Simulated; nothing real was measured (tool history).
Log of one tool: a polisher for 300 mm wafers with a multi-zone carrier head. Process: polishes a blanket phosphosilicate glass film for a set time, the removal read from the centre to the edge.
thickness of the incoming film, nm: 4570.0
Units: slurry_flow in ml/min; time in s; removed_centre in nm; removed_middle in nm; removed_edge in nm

run,hour,slurry_flow,centre_zone,middle_zone,edge_zone,slurry_solids,time,removed_centre,removed_middle,removed_edge
1,0,295,1,1,1,1,64,402.22,401,397.31
2,8.6,295,1,1,1,0.8,64,362.03,361.82,355.03
3,10.1,295,1,1,1.04,0.8,64,360.44,357.83,358.33
4,18.5,295,1,0.96,1.04,0.8,64,361.86,352.85,364.24
5,24.5,245,1,0.96,1.04,0.8,64,349.16,339.1,361.98
6,27.9,245,1,0.96,1.04,0.8,52,287.24,277.53,292.91
7,32.3,330,1.1,1.06,1.12,1.05,52,370.27,347.69,352.92
8,40,350,1.12,1.09,1.11,1.05,52,379.96,354.69,351.28
9,41.7,360,1.14,1.12,1.1,1.05,52,388.24,365.03,349.69
10,49.2,370,1.15,1.14,1.1,1.05,52,389.44,376.62,344.68
11,51.3,375,1.16,1.14,1.1,1.05,52,394.02,375.51,347.19
12,53.6,380,1.17,1.14,1.1,1.05,52,398.92,365.99,357.09

The next listed run, before its measurement:
13,55.2,380,1.18,1.15,1.08,1.05,52,?,?,?

removed_centre: 406.39 nm
removed_middle: 374.7 nm
removed_edge: 348.42 nm
